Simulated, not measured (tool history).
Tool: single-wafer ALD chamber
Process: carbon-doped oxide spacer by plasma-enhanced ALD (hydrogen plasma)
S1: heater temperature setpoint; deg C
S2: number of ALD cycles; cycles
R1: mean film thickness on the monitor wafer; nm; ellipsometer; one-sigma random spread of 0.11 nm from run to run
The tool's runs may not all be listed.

run,day,S1,S2,R1
1,0.000,400,532,28.619
2,0.396,400,511,27.501
3,0.546,400,496,26.927
4,0.879,400,482,26.001
5,1.000,405,482,25.327
6,1.375,405,446,23.809

Run 7 has not been measured yet. What should we expect?
7,1.596,404,449,?

{"run 7": {"R1": 24.048}}

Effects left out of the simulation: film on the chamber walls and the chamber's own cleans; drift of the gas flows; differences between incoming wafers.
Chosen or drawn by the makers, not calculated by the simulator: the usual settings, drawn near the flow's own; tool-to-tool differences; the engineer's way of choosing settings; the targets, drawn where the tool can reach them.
